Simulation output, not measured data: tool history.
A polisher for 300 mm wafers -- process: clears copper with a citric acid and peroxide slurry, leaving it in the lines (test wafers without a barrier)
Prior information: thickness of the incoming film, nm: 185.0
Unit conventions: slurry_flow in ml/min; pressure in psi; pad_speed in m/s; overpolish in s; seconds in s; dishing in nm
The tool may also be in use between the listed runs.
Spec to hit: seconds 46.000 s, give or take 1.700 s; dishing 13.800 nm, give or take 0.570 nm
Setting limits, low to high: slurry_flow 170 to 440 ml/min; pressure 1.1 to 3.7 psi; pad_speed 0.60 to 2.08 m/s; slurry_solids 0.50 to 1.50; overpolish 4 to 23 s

Run 1, day 0.000: slurry_flow 280 ml/min, pressure 2.4 psi, pad_speed 1.34 m/s, slurry_solids 1.00, overpolish 12 s. Result: seconds 82.477 s, dishing 18.163 nm.
Run 2, day 0.304: slurry_flow 305 ml/min, pressure 2.4 psi, pad_speed 1.34 m/s, slurry_solids 1.00, overpolish 12 s. Result: seconds 83.552 s, dishing 18.295 nm.
Run 3, day 0.558: slurry_flow 265 ml/min, pressure 2.4 psi, pad_speed 1.34 m/s, slurry_solids 1.00, overpolish 12 s. Result: seconds 84.260 s, dishing 17.475 nm.
Run 4, day 0.888: slurry_flow 265 ml/min, pressure 2.4 psi, pad_speed 1.20 m/s, slurry_solids 1.00, overpolish 12 s. Result: seconds 94.060 s, dishing 15.893 nm.
Run 5, day 1.058: slurry_flow 235 ml/min, pressure 2.8 psi, pad_speed 1.26 m/s, slurry_solids 1.05, overpolish 10 s. Result: seconds 78.234 s, dishing 15.864 nm.
Run 6, day 1.146: slurry_flow 260 ml/min, pressure 2.8 psi, pad_speed 1.26 m/s, slurry_solids 1.05, overpolish 10 s. Result: seconds 77.965 s, dishing 16.524 nm.
Run 7, day 1.429: slurry_flow 235 ml/min, pressure 2.9 psi, pad_speed 1.44 m/s, slurry_solids 0.90, overpolish 8 s. Result: seconds 68.119 s, dishing 15.026 nm.
At day 1.733: slurry nozzle cleaned.
Run 8, day 1.733: slurry_flow 215 ml/min, pressure 3.1 psi, pad_speed 1.54 m/s, slurry_solids 0.80, overpolish 7 s. Result: seconds 58.815 s, dishing 14.718 nm.
Run 9, day 2.017: slurry_flow 220 ml/min, pressure 3.3 psi, pad_speed 1.56 m/s, slurry_solids 0.75, overpolish 6 s. Result: seconds 55.702 s, dishing 13.511 nm.
Run 10, day 2.071: slurry_flow 220 ml/min, pressure 3.4 psi, pad_speed 1.60 m/s, slurry_solids 0.70, overpolish 6 s. Result: seconds 52.444 s, dishing 13.926 nm.
Run 11, day 2.362: slurry_flow 220 ml/min, pressure 3.5 psi, pad_speed 1.62 m/s, slurry_solids 0.65, overpolish 6 s. Result: seconds 51.904 s, dishing 14.774 nm.
Run 12, day 2.492: slurry_flow 220 ml/min, pressure 3.6 psi, pad_speed 1.64 m/s, slurry_solids 0.65, overpolish 5 s. Result: seconds 50.148 s, dishing 12.630 nm.
Run 13, day 2.792: slurry_flow 220 ml/min, pressure 3.6 psi, pad_speed 1.66 m/s, slurry_solids 0.65, overpolish 5 s. Result: seconds 49.400 s, dishing 12.739 nm.

Exercise: of the 4 proposed moves below, exactly one satisfies all targets within the stated allowed misses. Which move is it?
Run A, day 3.092: slurry_flow 240 ml/min, pressure 3.4 psi, pad_speed 1.66 m/s, slurry_solids 0.60, overpolish 6 s. Result: seconds ?, dishing ?.
Run B, day 3.092: slurry_flow 205 ml/min, pressure 3.4 psi, pad_speed 1.84 m/s, slurry_solids 0.80, overpolish 5 s. Result: seconds ?, dishing ?.
Run C, day 3.092: slurry_flow 220 ml/min, pressure 3.7 psi, pad_speed 1.80 m/s, slurry_solids 0.65, overpolish 4 s. Result: seconds ?, dishing ?.
Run D, day 3.092: slurry_flow 180 ml/min, pressure 3.3 psi, pad_speed 1.70 m/s, slurry_solids 0.55, overpolish 6 s. Result: seconds ?, dishing ?.

move  seconds  dishing
   A   52.216   14.290
   B   45.636   13.662
   C   44.300   11.383
   D   54.782   13.651
A: further off than the last run
B: meets every target
C: the result that was furthest off in the last run now lies on the other side of its target
D: further off than the last run
B is the move that brings every result within its allowed miss.
